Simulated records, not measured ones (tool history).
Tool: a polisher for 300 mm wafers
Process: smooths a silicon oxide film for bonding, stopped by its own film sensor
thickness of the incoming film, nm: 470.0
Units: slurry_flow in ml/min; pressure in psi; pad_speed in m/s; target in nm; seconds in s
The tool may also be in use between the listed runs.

run    day  slurry_flow  pressure  pad_speed  slurry_solids  target  seconds
  1  0.000          135       1.3       1.06            1.0     429   77.570
  2  0.129          135       1.4       1.06            1.0     429   73.165
  3  0.450          135       1.4       1.06            1.2     429   66.577
  4  0.546          135       1.4       1.06            1.4     429   68.198
  5  0.829          135       1.4       1.06            1.4     427   70.138
  6  1.196          135       1.5       1.06            1.4     427   64.300
  7  1.229          135       1.6       1.06            1.4     427   62.600

The next listed run, before its measurement:
  8  1.308          135       1.6       1.06            1.4     427        ?

seconds: 60.744 s
